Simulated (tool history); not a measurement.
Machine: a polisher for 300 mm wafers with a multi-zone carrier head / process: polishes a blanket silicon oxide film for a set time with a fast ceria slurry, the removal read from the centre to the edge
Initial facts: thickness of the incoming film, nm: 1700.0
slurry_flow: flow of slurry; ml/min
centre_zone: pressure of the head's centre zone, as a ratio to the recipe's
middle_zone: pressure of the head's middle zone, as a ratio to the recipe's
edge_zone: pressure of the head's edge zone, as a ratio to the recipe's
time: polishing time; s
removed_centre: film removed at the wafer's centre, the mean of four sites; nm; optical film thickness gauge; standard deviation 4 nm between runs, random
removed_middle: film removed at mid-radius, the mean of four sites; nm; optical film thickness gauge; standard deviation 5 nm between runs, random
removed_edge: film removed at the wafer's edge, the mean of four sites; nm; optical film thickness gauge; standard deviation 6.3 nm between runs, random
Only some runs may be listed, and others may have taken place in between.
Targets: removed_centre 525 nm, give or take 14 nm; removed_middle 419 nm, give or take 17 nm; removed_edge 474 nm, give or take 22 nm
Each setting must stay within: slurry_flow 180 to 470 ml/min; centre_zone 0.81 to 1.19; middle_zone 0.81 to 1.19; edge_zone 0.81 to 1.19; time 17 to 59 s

run,hour,slurry_flow,centre_zone,middle_zone,edge_zone,time,removed_centre,removed_middle,removed_edge
1,0,300,1,1,1,38,605.38,604.17,577.98
2,5,300,1,1,0.95,38,599.26,610.17,579.93
3,6.9,300,1,1,0.95,47,751.14,739.93,709.68
4,11,290,1.02,0.94,0.96,42,682.84,626.22,636.13
5,17.5,240,1.02,0.94,0.96,42,662.02,615.76,622.44
6,20.7,185,1.02,0.94,0.96,42,640.82,595.63,624.28
7,25.4,195,1.04,0.9,0.96,38,595.29,522.23,553.45
8,30.4,195,1.04,0.87,0.96,36,567.19,486.08,528.74
9,32.9,195,1.05,0.85,0.96,35,546.4,460.99,516.96
10,36,195,1.06,0.84,0.95,34,537.3,446.93,509.23

5 next moves are on the table. One of them brings every result within its allowed miss. Which?
A,39.1,195,1.11,0.84,0.97,32,?,?,?
B,39.1,190,1.08,0.88,0.9,35,?,?,?
C,39.1,185,0.86,0.84,0.98,39,?,?,?
D,39.1,205,1.19,0.99,0.89,31,?,?,?
E,39.1,350,1.12,0.99,0.97,31,?,?,?

move,removed_centre,removed_middle,removed_edge
A,523.04,416.31,476.06
B,556.88,471.45,501.14
C,512.19,504.02,579.75
D,542.2,465.48,444.48
E,548.9,493.13,483.2
A: every result within its allowed miss
B: further off than the last run
C: further off than the last run
D: further off than the last run
E: further off than the last run
Go with A: it meets all targets.
